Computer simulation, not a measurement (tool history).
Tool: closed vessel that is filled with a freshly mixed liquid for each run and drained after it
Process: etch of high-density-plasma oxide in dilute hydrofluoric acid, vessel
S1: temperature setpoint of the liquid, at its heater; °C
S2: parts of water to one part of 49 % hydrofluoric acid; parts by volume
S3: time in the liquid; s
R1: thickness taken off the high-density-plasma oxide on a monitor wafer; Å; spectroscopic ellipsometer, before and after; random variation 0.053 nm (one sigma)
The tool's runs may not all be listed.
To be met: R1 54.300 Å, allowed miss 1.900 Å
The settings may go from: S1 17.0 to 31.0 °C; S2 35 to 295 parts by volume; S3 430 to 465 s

run	hour	S1	S2	S3	R1
1	0.0	23.0	165	430	107.270
2	1.1	26.5	165	430	122.510
3	9.5	26.5	165	430	121.250
4	14.8	23.5	190	430	92.216
5	23.3	21.5	205	430	77.446
6	30.3	21.5	205	465	84.908
7	34.9	20.0	220	465	74.025
8	44.0	19.0	230	465	66.310
9	48.8	18.5	235	465	63.628

Which of these 4 next moves meets every target?
A	53.6	17.5	225	440	?
B	53.6	17.5	240	430	?
C	53.6	18.0	235	435	?
D	53.6	18.5	195	465	?

move	R1
A	61.322
B	55.432
C	58.653
D	79.964
A: nearer than the last run, and not there yet
B: meets every target
C: nearer than the last run, and not there yet
D: further off than the last run
Answer: B
